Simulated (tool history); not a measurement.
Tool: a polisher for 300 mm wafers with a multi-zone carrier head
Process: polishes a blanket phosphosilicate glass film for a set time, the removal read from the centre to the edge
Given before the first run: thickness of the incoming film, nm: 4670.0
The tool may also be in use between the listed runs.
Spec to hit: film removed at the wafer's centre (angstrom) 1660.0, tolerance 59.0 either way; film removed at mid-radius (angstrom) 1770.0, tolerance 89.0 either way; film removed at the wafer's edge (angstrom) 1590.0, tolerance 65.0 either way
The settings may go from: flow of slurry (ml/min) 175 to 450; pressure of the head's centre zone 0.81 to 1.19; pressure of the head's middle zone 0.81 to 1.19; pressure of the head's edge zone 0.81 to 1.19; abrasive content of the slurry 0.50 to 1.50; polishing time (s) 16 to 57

run	hour	flow of slurry (ml/min)	pressure of the head's centre zone	pressure of the head's middle zone	pressure of the head's edge zone	abrasive content of the slurry	polishing time (s)	film removed at the wafer's centre (angstrom)	film removed at mid-radius (angstrom)	film removed at the wafer's edge (angstrom)
1	0.0	290	1.00	1.00	1.00	1.00	36	2345.9	2351.6	2423.8
2	1.2	290	1.00	1.01	0.98	0.90	35	2214.8	2167.6	2191.8
3	4.1	315	1.00	1.01	0.98	0.90	35	2181.2	2242.1	2215.0
4	5.9	310	0.99	1.01	0.96	0.85	35	2129.2	2134.5	2161.9
5	12.5	310	0.99	1.03	0.94	0.80	34	1979.5	2012.2	1955.7
6	14.0	305	0.98	1.04	0.92	0.80	34	1972.5	1980.6	1931.9
7	15.7	300	0.97	1.06	0.90	0.80	34	1950.3	2091.8	1953.6
8	18.3	300	0.97	1.07	0.89	0.75	34	1846.3	1993.2	1863.2
9	23.1	300	0.97	1.07	0.88	0.70	34	1824.0	1938.0	1757.8
10	26.7	295	0.96	1.07	0.87	0.70	34	1794.5	1935.5	1764.9
11	33.4	295	0.96	1.07	0.86	0.70	34	1750.9	1966.9	1771.1

Of the 5 settings listed for the next run, only one would bring every result within its allowed miss of target. Which one?
A	40.1	270	0.81	0.97	0.88	0.85	33	?	?	?
B	40.1	390	0.87	0.89	1.12	0.75	34	?	?	?
C	40.1	385	1.02	1.14	0.92	0.90	25	?	?	?
D	40.1	290	0.90	0.99	0.94	0.85	30	?	?	?
E	40.1	335	1.09	1.12	0.88	0.70	31	?	?	?

move	film removed at the wafer's centre (angstrom)	film removed at mid-radius (angstrom)	film removed at the wafer's edge (angstrom)
A	1583.4	1922.7	1912.2
B	1701.4	1812.5	2124.3
C	1622.9	1729.6	1562.8
D	1615.9	1785.1	1803.1
E	1845.0	1818.8	1635.1
A: moves away from the targets compared with the last run
B: moves away from the targets compared with the last run
C: each result inside its tolerance
D: moves away from the targets compared with the last run
E: brings the last run's worst result on target, with another outside its allowed miss
C meets every target.
